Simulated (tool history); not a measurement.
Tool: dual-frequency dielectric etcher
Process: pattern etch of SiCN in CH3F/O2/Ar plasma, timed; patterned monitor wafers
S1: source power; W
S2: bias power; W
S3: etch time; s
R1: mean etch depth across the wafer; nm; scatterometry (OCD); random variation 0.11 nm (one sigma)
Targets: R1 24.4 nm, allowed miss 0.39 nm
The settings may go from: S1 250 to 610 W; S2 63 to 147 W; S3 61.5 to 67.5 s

run	day	S1	S2	S3	R1
1	0	430	105	67.5	30.181
2	0.158	390	101	67.5	27.603
3	0.408	370	101	67.5	26.732
4	0.558	300	101	67.5	23.225
5	0.738	300	101	61.5	21.275
6	0.808	250	101	61.5	17.816
7	1.167	280	101	61.5	19.977
# day 1.267: wet clean of the chamber
8	1.267	300	101	61.5	20.166
9	1.542	320	101	61.5	21.376

4 next moves are on the table. One of them brings every result within its allowed miss. Which?
A	1.817	400	96	62.5	?
B	1.817	330	100	66	?
C	1.817	380	97	62	?
D	1.817	350	99	64	?

move	R1
A	24.451
B	23.21
C	23.609
D	23.327
A: meets every target
B: nearer than the last run, and not there yet
C: nearer than the last run, and not there yet
D: nearer than the last run, and not there yet
Move A is the one to make.
